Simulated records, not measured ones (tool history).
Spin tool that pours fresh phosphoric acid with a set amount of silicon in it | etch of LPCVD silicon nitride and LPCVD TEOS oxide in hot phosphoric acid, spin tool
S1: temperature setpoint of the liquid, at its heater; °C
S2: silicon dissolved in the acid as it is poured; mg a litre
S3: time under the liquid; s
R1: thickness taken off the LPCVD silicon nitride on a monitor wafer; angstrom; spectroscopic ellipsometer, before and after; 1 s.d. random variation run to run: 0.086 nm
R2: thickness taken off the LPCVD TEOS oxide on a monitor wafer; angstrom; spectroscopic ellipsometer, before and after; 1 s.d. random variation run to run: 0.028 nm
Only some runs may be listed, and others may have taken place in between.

run,hour,S1,S2,S3,R1,R2
1,0,162,28.5,180,150.17,3.3543
2,5.8,162,14.5,180,149.58,5.5015
3,12.2,163.5,20,190,167.12,5.666
4,19.9,163.5,13.5,190,168.47,5.8057
5,25.6,164.5,17.5,195,177.21,6.0858
6,32,164.5,9,195,177.56,7.2349
7,37.5,165,16.5,195,179.25,6.5179

Estimate the outcome of run 8 from the log above:
8,38.9,165.5,22.5,200,?,?

{"run 8": {"R1": 187.4, "R2": 5.6623}}

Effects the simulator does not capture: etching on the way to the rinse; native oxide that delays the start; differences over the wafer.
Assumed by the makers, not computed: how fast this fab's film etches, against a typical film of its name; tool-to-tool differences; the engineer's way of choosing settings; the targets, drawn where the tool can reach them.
